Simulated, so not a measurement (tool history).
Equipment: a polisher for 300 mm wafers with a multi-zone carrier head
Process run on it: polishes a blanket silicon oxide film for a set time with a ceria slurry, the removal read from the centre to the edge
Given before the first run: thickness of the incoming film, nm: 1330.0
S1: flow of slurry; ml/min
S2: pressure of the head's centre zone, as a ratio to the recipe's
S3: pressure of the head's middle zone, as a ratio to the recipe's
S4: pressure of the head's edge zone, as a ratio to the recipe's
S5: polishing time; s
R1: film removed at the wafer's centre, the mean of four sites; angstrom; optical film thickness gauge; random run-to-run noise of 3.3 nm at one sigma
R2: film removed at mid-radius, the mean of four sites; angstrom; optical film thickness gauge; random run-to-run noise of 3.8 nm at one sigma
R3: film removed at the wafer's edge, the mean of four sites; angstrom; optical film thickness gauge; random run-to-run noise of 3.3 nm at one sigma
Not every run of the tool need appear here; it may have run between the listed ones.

{"run": 1, "hour": 0.0, "S1": 160, "S2": 1, "S3": 1, "S4": 1, "S5": 74, "R1": 4885.3, "R2": 5083.7, "R3": 4970.3}
{"run": 2, "hour": 8.0, "S1": 155, "S2": 0.99, "S3": 0.99, "S4": 0.98, "S5": 67, "R1": 4437, "R2": 4455.9, "R3": 4442.7}
{"run": 3, "hour": 16.6, "S1": 150, "S2": 0.97, "S3": 0.99, "S4": 0.96, "S5": 62, "R1": 3949.9, "R2": 4145.7, "R3": 3993.5}
{"run": 4, "hour": 21.1, "S1": 150, "S2": 0.97, "S3": 0.94, "S4": 0.96, "S5": 62, "R1": 3859.3, "R2": 3896.6, "R3": 4043.9}
{"run": 5, "hour": 29.6, "S1": 150, "S2": 0.97, "S3": 0.94, "S4": 1.02, "S5": 62, "R1": 3937, "R2": 3925.9, "R3": 4097.2}
{"run": 6, "hour": 36.3, "S1": 145, "S2": 0.97, "S3": 0.94, "S4": 1.01, "S5": 58, "R1": 3638.3, "R2": 3582.1, "R3": 3931.9}
{"run": 7, "hour": 39.6, "S1": 150, "S2": 0.96, "S3": 0.93, "S4": 0.98, "S5": 55, "R1": 3487.5, "R2": 3503.7, "R3": 3693.7}

The next listed run, before its measurement:
{"run": 8, "hour": 48.3, "S1": 150, "S2": 0.96, "S3": 0.93, "S4": 0.96, "S5": 53, "R1": "?", "R2": "?", "R3": "?"}

R1: 3351.5 angstrom
R2: 3344 angstrom
R3: 3417 angstrom

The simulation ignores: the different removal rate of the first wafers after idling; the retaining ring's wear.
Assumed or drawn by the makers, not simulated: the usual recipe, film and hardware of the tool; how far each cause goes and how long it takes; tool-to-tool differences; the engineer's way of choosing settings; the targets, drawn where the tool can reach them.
